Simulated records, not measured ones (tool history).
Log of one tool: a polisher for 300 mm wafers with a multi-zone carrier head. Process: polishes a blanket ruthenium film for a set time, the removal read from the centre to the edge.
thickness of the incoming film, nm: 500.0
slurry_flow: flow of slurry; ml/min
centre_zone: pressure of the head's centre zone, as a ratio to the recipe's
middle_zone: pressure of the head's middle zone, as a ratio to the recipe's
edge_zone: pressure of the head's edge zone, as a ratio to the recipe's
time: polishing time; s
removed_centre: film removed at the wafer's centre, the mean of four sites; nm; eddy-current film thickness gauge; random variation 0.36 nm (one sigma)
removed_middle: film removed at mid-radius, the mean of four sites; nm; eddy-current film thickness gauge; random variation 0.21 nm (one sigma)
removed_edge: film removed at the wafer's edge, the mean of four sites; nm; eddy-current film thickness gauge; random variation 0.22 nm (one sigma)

run 1 hour=0.0 | slurry_flow=295 centre_zone=1.00 middle_zone=1.00 edge_zone=1.00 time=47 | removed_centre=44.012 removed_middle=46.331 removed_edge=45.361
run 2 hour=4.9 | slurry_flow=295 centre_zone=1.00 middle_zone=1.00 edge_zone=1.00 time=52 | removed_centre=47.933 removed_middle=50.438 removed_edge=50.326
run 3 hour=12.9 | slurry_flow=295 centre_zone=1.00 middle_zone=0.95 edge_zone=1.00 time=52 | removed_centre=49.363 removed_middle=48.789 removed_edge=50.654
run 4 hour=19.2 | slurry_flow=295 centre_zone=1.00 middle_zone=0.95 edge_zone=1.00 time=57 | removed_centre=54.688 removed_middle=53.280 removed_edge=56.064
run 5 hour=24.5 | slurry_flow=295 centre_zone=1.00 middle_zone=0.95 edge_zone=1.00 time=48 | removed_centre=46.036 removed_middle=45.087 removed_edge=46.042
run 6 hour=33.0 | slurry_flow=295 centre_zone=1.00 middle_zone=0.99 edge_zone=1.00 time=48 | removed_centre=44.018 removed_middle=46.439 removed_edge=46.677
run 7 hour=34.5 | slurry_flow=285 centre_zone=0.97 middle_zone=0.97 edge_zone=0.98 time=43 | removed_centre=39.349 removed_middle=41.370 removed_edge=41.003
run 8 hour=40.1 | slurry_flow=275 centre_zone=0.94 middle_zone=0.95 edge_zone=0.97 time=39 | removed_centre=33.714 removed_middle=36.045 removed_edge=36.853
run 9 hour=47.0 | slurry_flow=275 centre_zone=0.88 middle_zone=0.93 edge_zone=0.87 time=27 | removed_centre=22.135 removed_middle=24.502 removed_edge=24.329

Forecast run 10:
run 10 hour=52.6 | slurry_flow=280 centre_zone=0.89 middle_zone=0.94 edge_zone=0.89 time=27 | removed_centre=? removed_middle=? removed_edge=?

Run 10 gave removed_centre 22.299 nm, removed_middle 25.150 nm, removed_edge 24.951 nm.

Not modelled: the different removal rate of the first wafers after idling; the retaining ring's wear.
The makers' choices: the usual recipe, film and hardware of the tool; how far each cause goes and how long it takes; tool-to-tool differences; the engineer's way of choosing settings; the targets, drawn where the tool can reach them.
